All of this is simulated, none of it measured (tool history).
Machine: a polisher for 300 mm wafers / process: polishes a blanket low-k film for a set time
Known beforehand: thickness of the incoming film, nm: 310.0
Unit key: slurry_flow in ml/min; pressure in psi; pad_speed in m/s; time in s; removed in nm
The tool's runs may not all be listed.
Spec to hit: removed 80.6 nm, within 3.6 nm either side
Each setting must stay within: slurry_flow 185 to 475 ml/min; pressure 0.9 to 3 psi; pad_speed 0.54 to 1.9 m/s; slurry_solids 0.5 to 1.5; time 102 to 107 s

{"run": 1, "hour": 0.0, "slurry_flow": 305, "pressure": 1.9, "pad_speed": 1.22, "slurry_solids": 1, "time": 102, "removed": 46.472}
{"run": 2, "hour": 8.8, "slurry_flow": 305, "pressure": 2.1, "pad_speed": 1.24, "slurry_solids": 1, "time": 102, "removed": 51.111}
{"run": 3, "hour": 11.7, "slurry_flow": 305, "pressure": 2.3, "pad_speed": 1.26, "slurry_solids": 1, "time": 102, "removed": 58.519}
{"run": 4, "hour": 18.5, "slurry_flow": 305, "pressure": 2.3, "pad_speed": 1.4, "slurry_solids": 1, "time": 102, "removed": 61.843}
{"run": 5, "hour": 22.5, "slurry_flow": 305, "pressure": 2.3, "pad_speed": 1.4, "slurry_solids": 0.85, "time": 102, "removed": 57.526}
{"run": 6, "hour": 30.8, "slurry_flow": 305, "pressure": 1.9, "pad_speed": 1.4, "slurry_solids": 0.85, "time": 102, "removed": 49.042}
{"run": 7, "hour": 38.8, "slurry_flow": 305, "pressure": 2.5, "pad_speed": 1.5, "slurry_solids": 0.85, "time": 102, "removed": 66.028}
{"run": 8, "hour": 45.1, "slurry_flow": 305, "pressure": 2.6, "pad_speed": 1.5, "slurry_solids": 0.85, "time": 102, "removed": 69.588}
{"run": 9, "hour": 46.4, "slurry_flow": 305, "pressure": 2.7, "pad_speed": 1.5, "slurry_solids": 0.85, "time": 102, "removed": 71.451}
{"run": 10, "hour": 54.2, "slurry_flow": 305, "pressure": 2.8, "pad_speed": 1.5, "slurry_solids": 0.85, "time": 102, "removed": 74.199}

4 candidate next runs follow, results not yet known. Just one meets every target within its allowed miss. Identify it.
{"run": "A", "hour": 62.0, "slurry_flow": 295, "pressure": 2.5, "pad_speed": 1.76, "slurry_solids": 0.7, "time": 103, "removed": "?"}
{"run": "B", "hour": 62.0, "slurry_flow": 270, "pressure": 2.5, "pad_speed": 1.46, "slurry_solids": 0.95, "time": 107, "removed": "?"}
{"run": "C", "hour": 62.0, "slurry_flow": 405, "pressure": 2.4, "pad_speed": 1.5, "slurry_solids": 1.2, "time": 107, "removed": "?"}
{"run": "D", "hour": 62.0, "slurry_flow": 255, "pressure": 2.7, "pad_speed": 1.5, "slurry_solids": 0.75, "time": 102, "removed": "?"}

move=A removed=71.065
move=B removed=73.19
move=C removed=80.979
move=D removed=68.576
A: misses by more than the last run did
B: misses by more than the last run did
C: all results land within tolerance of their targets
D: misses by more than the last run did
Move C is the one to make.
